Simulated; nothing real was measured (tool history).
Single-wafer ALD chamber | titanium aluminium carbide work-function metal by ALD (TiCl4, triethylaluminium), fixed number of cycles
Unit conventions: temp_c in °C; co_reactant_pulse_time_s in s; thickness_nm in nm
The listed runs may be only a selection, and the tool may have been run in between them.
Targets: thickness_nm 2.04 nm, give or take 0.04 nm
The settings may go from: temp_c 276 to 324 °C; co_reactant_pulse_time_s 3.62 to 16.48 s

run	hour	temp_c	co_reactant_pulse_time_s	thickness_nm
1	0	300	10.05	2.2205
2	4.1	296	9.61	2.1694
3	4.9	305	9.61	2.2687
4	5.5	314	9.61	2.332
5	9.7	307	9.61	2.2743
6	17.3	301	9.61	2.2019
7	24.2	298	9.29	2.1975
8	27.8	294	8.85	2.1271
9	31.9	292	8.65	2.1033
10	38.1	291	8.5	2.068

Which of these 4 next moves meets every target?
A	44.3	291	10.43	?
B	44.3	291	9.46	?
C	44.3	291	10.17	?
D	44.3	294	6.87	?

move	thickness_nm
A	2.1356
B	2.1129
C	2.1302
D	2.0278
A: further off than the last run
B: further off than the last run
C: further off than the last run
D: hits every target within its allowed miss
D is the move that brings every result within its allowed miss.
